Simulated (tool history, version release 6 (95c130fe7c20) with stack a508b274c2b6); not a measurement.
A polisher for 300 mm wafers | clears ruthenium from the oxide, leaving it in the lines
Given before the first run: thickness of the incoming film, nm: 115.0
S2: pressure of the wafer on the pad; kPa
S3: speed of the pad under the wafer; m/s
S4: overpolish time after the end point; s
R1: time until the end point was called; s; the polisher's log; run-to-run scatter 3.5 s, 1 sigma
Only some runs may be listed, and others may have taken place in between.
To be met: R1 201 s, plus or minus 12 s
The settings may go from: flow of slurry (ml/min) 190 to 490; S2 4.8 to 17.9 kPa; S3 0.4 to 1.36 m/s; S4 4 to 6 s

run 1 day=0 | flow_of_slurry_(ml/min)=315 S2=11 S3=0.88 S4=6 | R1=134.54
run 2 day=0.208 | flow_of_slurry_(ml/min)=315 S2=9.7 S3=0.88 S4=6 | R1=153.42
run 3 day=0.479 | flow_of_slurry_(ml/min)=315 S2=8.3 S3=0.88 S4=6 | R1=179.09
run 4 day=0.679 | flow_of_slurry_(ml/min)=240 S2=8.3 S3=0.88 S4=6 | R1=175.64
run 5 day=0.838 | flow_of_slurry_(ml/min)=240 S2=8.3 S3=1.04 S4=6 | R1=152.32
run 6 day=1.138 | flow_of_slurry_(ml/min)=240 S2=8.3 S3=1.04 S4=4 | R1=155.38
run 7 day=1.358 | flow_of_slurry_(ml/min)=240 S2=5.5 S3=1.02 S4=4 | R1=231.84
run 8 day=1.45 | flow_of_slurry_(ml/min)=240 S2=6.9 S3=1.02 S4=4 | R1=188.25

Which of these 5 next moves meets every target?
run A day=1.542 | flow_of_slurry_(ml/min)=295 S2=7.6 S3=1.02 S4=5 | R1=?
run B day=1.542 | flow_of_slurry_(ml/min)=280 S2=7.6 S3=0.84 S4=4 | R1=?
run C day=1.542 | flow_of_slurry_(ml/min)=255 S2=8.3 S3=1 S4=4 | R1=?
run D day=1.542 | flow_of_slurry_(ml/min)=225 S2=6.9 S3=1.08 S4=4 | R1=?
run E day=1.542 | flow_of_slurry_(ml/min)=285 S2=7.6 S3=1.06 S4=4 | R1=?

move=A R1=173.5
move=B R1=210.5
move=C R1=164.98
move=D R1=184.66
move=E R1=167.64
A: further off than the last run
B: in spec on every target
C: further off than the last run
D: further off than the last run
E: further off than the last run
Move B is the one to make.
